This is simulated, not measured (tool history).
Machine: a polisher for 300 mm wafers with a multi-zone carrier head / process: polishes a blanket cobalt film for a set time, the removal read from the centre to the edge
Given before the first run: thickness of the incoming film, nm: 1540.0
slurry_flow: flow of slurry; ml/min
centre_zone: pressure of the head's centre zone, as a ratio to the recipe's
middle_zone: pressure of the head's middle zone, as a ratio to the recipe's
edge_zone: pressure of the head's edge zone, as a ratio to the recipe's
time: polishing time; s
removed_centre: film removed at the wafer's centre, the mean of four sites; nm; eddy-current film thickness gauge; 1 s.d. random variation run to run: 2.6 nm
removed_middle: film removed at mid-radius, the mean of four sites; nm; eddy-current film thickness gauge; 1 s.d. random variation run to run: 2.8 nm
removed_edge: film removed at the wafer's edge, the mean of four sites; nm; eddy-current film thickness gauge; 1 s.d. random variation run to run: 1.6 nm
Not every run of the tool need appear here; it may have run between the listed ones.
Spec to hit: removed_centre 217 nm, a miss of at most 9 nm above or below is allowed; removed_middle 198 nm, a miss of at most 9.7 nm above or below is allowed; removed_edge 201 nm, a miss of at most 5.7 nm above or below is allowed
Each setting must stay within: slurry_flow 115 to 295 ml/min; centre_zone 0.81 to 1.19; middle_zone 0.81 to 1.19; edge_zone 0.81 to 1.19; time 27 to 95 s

run 1 hour=0 | slurry_flow=190 centre_zone=1 middle_zone=1 edge_zone=1 time=61 | removed_centre=238.88 removed_middle=250.38 removed_edge=245.59
run 2 hour=2.1 | slurry_flow=215 centre_zone=1 middle_zone=1 edge_zone=1 time=61 | removed_centre=244.56 removed_middle=245.22 removed_edge=246.64
run 3 hour=3 | slurry_flow=215 centre_zone=1 middle_zone=0.99 edge_zone=0.99 time=60 | removed_centre=235.15 removed_middle=242.77 removed_edge=243.49
run 4 hour=4.7 | slurry_flow=215 centre_zone=1.01 middle_zone=0.98 edge_zone=0.98 time=59 | removed_centre=245.7 removed_middle=241.39 removed_edge=237.92
run 5 hour=8.5 | slurry_flow=215 centre_zone=1.01 middle_zone=0.97 edge_zone=0.98 time=58 | removed_centre=235.78 removed_middle=228.01 removed_edge=236.43
run 6 hour=10.8 | slurry_flow=215 centre_zone=1.01 middle_zone=0.97 edge_zone=0.98 time=71 | removed_centre=289.8 removed_middle=289.59 removed_edge=286.97
run 7 hour=17.7 | slurry_flow=215 centre_zone=1.01 middle_zone=0.97 edge_zone=0.97 time=69 | removed_centre=275.86 removed_middle=268.61 removed_edge=279.43
run 8 hour=20 | slurry_flow=190 centre_zone=1.11 middle_zone=1.07 edge_zone=0.87 time=52 | removed_centre=230.56 removed_middle=216.69 removed_edge=202.7
run 9 hour=21.4 | slurry_flow=185 centre_zone=1.11 middle_zone=1.06 edge_zone=0.87 time=52 | removed_centre=224.41 removed_middle=213.63 removed_edge=198.91
run 10 hour=29.4 | slurry_flow=185 centre_zone=1.11 middle_zone=1.05 edge_zone=0.88 time=52 | removed_centre=230.21 removed_middle=216.15 removed_edge=200.29
run 11 hour=33.5 | slurry_flow=185 centre_zone=1.1 middle_zone=1.04 edge_zone=0.88 time=52 | removed_centre=224.21 removed_middle=211.31 removed_edge=203.33

Pick the move, out of 4, that brings all results within their allowed miss; only one does.
run A hour=37.6 | slurry_flow=205 centre_zone=1.13 middle_zone=1.18 edge_zone=0.86 time=51 | removed_centre=? removed_middle=? removed_edge=?
run B hour=37.6 | slurry_flow=155 centre_zone=1.06 middle_zone=1.11 edge_zone=0.88 time=55 | removed_centre=? removed_middle=? removed_edge=?
run C hour=37.6 | slurry_flow=165 centre_zone=1.13 middle_zone=1.04 edge_zone=1.02 time=50 | removed_centre=? removed_middle=? removed_edge=?
run D hour=37.6 | slurry_flow=295 centre_zone=1.18 middle_zone=1.08 edge_zone=0.81 time=50 | removed_centre=? removed_middle=? removed_edge=?

move=A removed_centre=228.23 removed_middle=227.01 removed_edge=197.79
move=B removed_centre=221.76 removed_middle=229.38 removed_edge=209.22
move=C removed_centre=216.99 removed_middle=203.76 removed_edge=199.47
move=D removed_centre=243.65 removed_middle=221.29 removed_edge=196.61
A: its largest miss is bigger than the last run's
B: its largest miss is bigger than the last run's
C: every result within its allowed miss
D: its largest miss is bigger than the last run's
Correct choice: C, which meets every target
